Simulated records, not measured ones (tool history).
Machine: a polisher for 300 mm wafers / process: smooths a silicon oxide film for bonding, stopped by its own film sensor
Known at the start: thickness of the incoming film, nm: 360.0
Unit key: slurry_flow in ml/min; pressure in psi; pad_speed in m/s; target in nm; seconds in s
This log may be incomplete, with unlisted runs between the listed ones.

run  hour  slurry_flow  pressure  pad_speed  slurry_solids  target  seconds
  1   0.0          285       2.2       0.94            1.0     294   99.951
  2   5.7          285       2.2       0.94            0.9     294  103.750
  3   9.5          285       2.2       0.94            1.0     294   98.128
  4  11.3          285       2.1       0.94            1.0     294  105.900
  5  14.2          285       2.4       0.94            1.0     294   90.833
  6  16.9          285       2.4       0.78            1.0     294  103.750

What does the tool deliver on the next run?
  7  21.8          285       2.4       0.78            1.0     294        ?

seconds: 105.030 s

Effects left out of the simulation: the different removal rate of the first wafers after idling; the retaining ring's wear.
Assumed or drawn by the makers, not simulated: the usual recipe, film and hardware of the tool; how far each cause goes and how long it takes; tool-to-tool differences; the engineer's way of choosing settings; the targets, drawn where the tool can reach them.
